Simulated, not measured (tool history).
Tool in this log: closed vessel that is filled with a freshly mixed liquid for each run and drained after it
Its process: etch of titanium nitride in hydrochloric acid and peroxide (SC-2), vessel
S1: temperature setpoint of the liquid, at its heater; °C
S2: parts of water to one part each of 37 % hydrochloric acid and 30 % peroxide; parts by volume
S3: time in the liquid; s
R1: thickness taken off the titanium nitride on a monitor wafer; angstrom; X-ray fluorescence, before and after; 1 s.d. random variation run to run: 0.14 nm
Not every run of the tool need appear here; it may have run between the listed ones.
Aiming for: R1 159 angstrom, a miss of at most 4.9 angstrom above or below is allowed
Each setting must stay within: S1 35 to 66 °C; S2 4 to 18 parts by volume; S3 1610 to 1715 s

{"run": 1, "hour": 0.0, "S1": 50, "S2": 10, "S3": 1610, "R1": 197.17}
{"run": 2, "hour": 3.0, "S1": 53, "S2": 10, "S3": 1610, "R1": 242.39}
{"run": 3, "hour": 11.1, "S1": 53, "S2": 10, "S3": 1715, "R1": 255.49}
{"run": 4, "hour": 18.9, "S1": 53, "S2": 8, "S3": 1715, "R1": 306.78}
{"run": 5, "hour": 22.6, "S1": 51.5, "S2": 8, "S3": 1715, "R1": 278.41}
{"run": 6, "hour": 24.4, "S1": 51.5, "S2": 8, "S3": 1610, "R1": 261.27}
{"run": 7, "hour": 32.1, "S1": 50.5, "S2": 8, "S3": 1610, "R1": 246.13}
{"run": 8, "hour": 33.7, "S1": 49.5, "S2": 8, "S3": 1610, "R1": 228.35}
{"run": 9, "hour": 40.3, "S1": 48.5, "S2": 8, "S3": 1610, "R1": 211.95}
{"run": 10, "hour": 44.6, "S1": 48, "S2": 8, "S3": 1610, "R1": 206.54}
{"run": 11, "hour": 53.6, "S1": 47.5, "S2": 8, "S3": 1610, "R1": 197.87}
{"run": 12, "hour": 55.1, "S1": 47, "S2": 8, "S3": 1610, "R1": 195.62}
{"run": 13, "hour": 62.6, "S1": 46.5, "S2": 8, "S3": 1610, "R1": 184.15}
{"run": 14, "hour": 67.8, "S1": 46, "S2": 8, "S3": 1610, "R1": 179.47}
{"hour": 74.8, "done": "chemicals flow meter replaced"}
{"run": 15, "hour": 74.8, "S1": 45, "S2": 8, "S3": 1610, "R1": 175.68}
{"run": 16, "hour": 75.5, "S1": 44, "S2": 8, "S3": 1610, "R1": 167.18}

Which single option among these 5 for the next run brings every result within its allowed miss of target? Just one does.
{"run": "A", "hour": 76.2, "S1": 43.5, "S2": 7, "S3": 1615, "R1": "?"}
{"run": "B", "hour": 76.2, "S1": 44.5, "S2": 8, "S3": 1715, "R1": "?"}
{"run": "C", "hour": 76.2, "S1": 42, "S2": 7.5, "S3": 1705, "R1": "?"}
{"run": "D", "hour": 76.2, "S1": 48, "S2": 10, "S3": 1610, "R1": "?"}
{"run": "E", "hour": 76.2, "S1": 46, "S2": 8.5, "S3": 1620, "R1": "?"}

move=A R1=177.07
move=B R1=181.36
move=C R1=159.5
move=D R1=180.16
move=E R1=180.86
A: lands further from the targets than the last run did
B: lands further from the targets than the last run did
C: every result lands within tolerance
D: lands further from the targets than the last run did
E: lands further from the targets than the last run did
Move C is the one to make.
